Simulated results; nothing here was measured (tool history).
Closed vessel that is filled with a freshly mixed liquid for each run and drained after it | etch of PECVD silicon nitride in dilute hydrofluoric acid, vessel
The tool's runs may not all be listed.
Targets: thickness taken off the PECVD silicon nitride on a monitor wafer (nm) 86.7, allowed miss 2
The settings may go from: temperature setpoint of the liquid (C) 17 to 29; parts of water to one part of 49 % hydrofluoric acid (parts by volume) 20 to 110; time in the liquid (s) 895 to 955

run	hour	temperature setpoint of the liquid (C)	parts of water to one part of 49 % hydrofluoric acid (parts by volume)	time in the liquid (s)	thickness taken off the PECVD silicon nitride on a monitor wafer (nm)
1	0	21	60	895	48.983
2	6.8	21	75	895	39.613
3	13.1	23	70	895	48.403
4	14.3	23	70	955	51.69
5	22.8	23	55	955	65.692
6	29.5	24	55	955	70.333
7	36.5	25	55	955	75.026
8	38.4	25.5	55	955	77.651
9	46.6	26	55	955	80.203
10	55.6	26.5	55	955	82.338

4 next moves are on the table. One of them brings every result within its allowed miss. Which?
A	64.6	25	45	955	?
B	64.6	24.5	45	895	?
C	64.6	26	50	935	?
D	64.6	26	45	895	?

move	thickness taken off the PECVD silicon nitride on a monitor wafer (nm)
A	90.783
B	82.267
C	85.697
D	90.963
A: takes the result that was furthest off past its target
B: as far off as the last run
C: meets every target
D: takes the result that was furthest off past its target
Answer: C
